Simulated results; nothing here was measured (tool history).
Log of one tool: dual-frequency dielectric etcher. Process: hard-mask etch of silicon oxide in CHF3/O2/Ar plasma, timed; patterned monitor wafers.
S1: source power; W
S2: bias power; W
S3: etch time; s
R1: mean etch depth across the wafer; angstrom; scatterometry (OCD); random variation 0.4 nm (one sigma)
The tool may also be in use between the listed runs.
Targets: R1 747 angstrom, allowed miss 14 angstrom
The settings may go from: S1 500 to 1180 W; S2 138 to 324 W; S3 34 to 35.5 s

run 1 hour=0 | S1=840 S2=231 S3=34 | R1=859.18
run 2 hour=5.1 | S1=740 S2=231 S3=34 | R1=834.44
run 3 hour=7.9 | S1=720 S2=228 S3=34 | R1=822.19
run 4 hour=9.3 | S1=840 S2=228 S3=34 | R1=854.96
run 5 hour=11.5 | S1=810 S2=225 S3=34 | R1=849.65
run 6 hour=19 | S1=730 S2=225 S3=34 | R1=825.07
run 7 hour=24 | S1=710 S2=222 S3=34 | R1=820.89
run 8 hour=30.2 | S1=690 S2=218 S3=34 | R1=797.21

4 next moves are on the table. One of them brings every result within its allowed miss. Which?
run A hour=36.4 | S1=600 S2=200 S3=34 | R1=?
run B hour=36.4 | S1=730 S2=261 S3=34 | R1=?
run C hour=36.4 | S1=770 S2=214 S3=34 | R1=?
run D hour=36.4 | S1=750 S2=226 S3=34.5 | R1=?

move=A R1=743.88
move=B R1=861.71
move=C R1=813.2
move=D R1=835.57
A: meets every target
B: further off than the last run
C: further off than the last run
D: further off than the last run
Answer: A
